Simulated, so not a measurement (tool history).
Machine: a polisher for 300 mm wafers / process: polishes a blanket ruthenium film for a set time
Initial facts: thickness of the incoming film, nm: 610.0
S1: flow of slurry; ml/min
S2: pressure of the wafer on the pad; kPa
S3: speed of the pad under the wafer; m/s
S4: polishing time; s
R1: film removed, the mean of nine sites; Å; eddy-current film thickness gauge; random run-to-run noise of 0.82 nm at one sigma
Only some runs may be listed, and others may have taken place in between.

run	hour	S1	S2	S3	S4	R1
1	0	200	15.9	0.82	70	797.53
2	0.9	165	15.9	0.82	70	757.1
3	3.5	165	15.9	1.02	70	889.35
4	8.6	165	15.9	0.88	70	801.31
5	10.6	165	15.2	0.88	70	768.09
6	13.8	165	16.5	0.88	70	839.36

Estimate the outcome of run 7 from the log above:
7	20.9	165	16.5	0.88	70	?

{"run 7": {"R1": 841.61}}
